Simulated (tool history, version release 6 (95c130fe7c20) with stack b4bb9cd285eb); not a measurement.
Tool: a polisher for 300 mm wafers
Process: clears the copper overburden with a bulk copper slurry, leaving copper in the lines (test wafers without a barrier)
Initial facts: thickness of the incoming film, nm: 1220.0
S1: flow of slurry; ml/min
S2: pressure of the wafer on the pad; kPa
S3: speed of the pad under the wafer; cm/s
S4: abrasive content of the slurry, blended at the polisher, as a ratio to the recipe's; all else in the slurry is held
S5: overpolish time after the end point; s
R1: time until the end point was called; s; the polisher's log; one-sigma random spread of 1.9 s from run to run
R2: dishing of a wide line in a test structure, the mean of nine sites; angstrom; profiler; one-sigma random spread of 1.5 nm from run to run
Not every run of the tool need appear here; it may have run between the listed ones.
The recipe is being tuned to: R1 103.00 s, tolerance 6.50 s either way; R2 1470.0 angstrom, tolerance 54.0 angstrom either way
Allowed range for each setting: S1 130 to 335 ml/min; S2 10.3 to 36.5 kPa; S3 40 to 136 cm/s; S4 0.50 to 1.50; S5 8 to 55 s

run	day	S1	S2	S3	S4	S5	R1	R2
1	0.000	215	23.4	88	1.00	28	136.46	1144.3
2	0.150	215	23.4	88	1.00	21	131.81	988.3
3	0.496	215	26.2	88	1.00	24	121.06	1182.4
4	0.642	215	27.6	88	1.00	25	113.90	1229.0
5	0.988	175	27.6	88	1.00	25	118.28	1196.2
6	1.154	175	27.6	88	0.85	25	119.02	1169.7
7	1.258	185	29.0	88	0.85	27	114.04	1266.2
8	1.425	190	29.6	88	0.85	28	112.07	1319.2
9	1.504	195	30.3	88	0.85	29	109.18	1354.4

Which one of the following 4 next-run settings gets every result inside its allowed miss? There is exactly one.
A	1.583	140	29.6	88	0.90	40	?	?
B	1.583	140	26.2	96	0.85	52	?	?
C	1.583	165	31.0	96	0.80	33	?	?
D	1.583	210	36.5	68	0.85	41	?	?

move	R1	R2
A	114.80	1512.2
B	120.30	1556.8
C	100.48	1496.3
D	114.36	1593.3
A: brings the result that was furthest off to its target, and leaves another outside
B: takes the result that was furthest off past its target
C: all results in spec
D: takes the result that was furthest off past its target
The right move is C.
